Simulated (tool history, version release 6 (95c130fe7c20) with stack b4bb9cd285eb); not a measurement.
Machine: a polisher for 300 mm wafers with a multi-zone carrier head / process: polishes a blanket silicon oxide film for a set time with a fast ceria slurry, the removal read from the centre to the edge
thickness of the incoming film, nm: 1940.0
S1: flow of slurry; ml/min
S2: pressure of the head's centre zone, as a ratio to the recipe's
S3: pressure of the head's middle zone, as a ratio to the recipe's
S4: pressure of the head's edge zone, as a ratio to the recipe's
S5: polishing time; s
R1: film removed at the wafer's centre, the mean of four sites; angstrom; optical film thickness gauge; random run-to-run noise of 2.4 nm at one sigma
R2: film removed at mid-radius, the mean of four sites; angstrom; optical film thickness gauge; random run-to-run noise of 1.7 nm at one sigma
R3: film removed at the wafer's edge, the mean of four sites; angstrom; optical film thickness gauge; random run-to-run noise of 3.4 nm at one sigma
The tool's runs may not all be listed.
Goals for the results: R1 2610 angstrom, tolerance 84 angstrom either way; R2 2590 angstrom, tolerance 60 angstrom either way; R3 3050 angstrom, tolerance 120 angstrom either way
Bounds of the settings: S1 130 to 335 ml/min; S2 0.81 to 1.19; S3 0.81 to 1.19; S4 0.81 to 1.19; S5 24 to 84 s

run    day   S1    S2    S3    S4  S5      R1      R2      R3
  1      0  215     1     1     1  54  4762.1  4650.8  4726.5
  2  0.217  200  0.96  0.95  0.99  48  4114.4    3988  4123.2
  3  0.312  230  0.96  0.95  0.99  48  4099.6  4030.8  4208.3
  4  0.642  230  0.91  0.95  0.99  48  3928.2  4075.7  4195.5
  5  0.892  230  0.91  1.01  0.99  48  3951.6    4271  4263.7
  6  1.233  230  0.91  1.08  0.99  48  3957.7    4401  4245.7
  7  1.383  215   0.9  1.01  1.02  43  3416.1  3750.9  3797.3
  8  1.488  200   0.9  0.96  1.05  41  3268.8  3416.9  3608.6
  9  1.554  200   0.9  0.96  1.05  41    3258  3401.5  3614.1
 10  1.812  185  0.89  0.93  1.07  39  2960.4  3157.6  3447.9
 11  2.004  175   0.9   0.9  1.08  38  2924.9  2977.8  3353.2
 12  2.138  165  0.89  0.88  1.08  37  2779.5    2835  3207.5
 13  2.392  160  0.89  0.86  1.08  37    2789  2756.6  3218.5
 14  2.729  155  0.88  0.85  1.07  37  2726.8    2771  3168.4
 15  2.896  150  0.88  0.84  1.07  37  2685.7  2716.7  3215.1

Which single option among these 4 for the next run brings every result within its allowed miss of target? Just one does.
  A  3.062  145  0.93  0.91  1.18  34   ?   ?   ?
  B  3.062  205  0.91  0.81  1.19  32   ?   ?   ?
  C  3.062  160   0.9  0.81  1.13  34   ?   ?   ?
  D  3.062  130  0.82  0.81  1.11  42   ?   ?   ?

move      R1      R2      R3
   A  2593.3  2577.1  3015.8
   B  2573.3  2421.5  2994.5
   C  2570.8  2459.8  3007.3
   D  2732.2  2891.9  3557.3
A: all results land within tolerance of their targets
B: carries the result that was furthest off beyond its target, to the other side
C: carries the result that was furthest off beyond its target, to the other side
D: misses by more than the last run did
So the answer is move A, the one that meets all the targets.
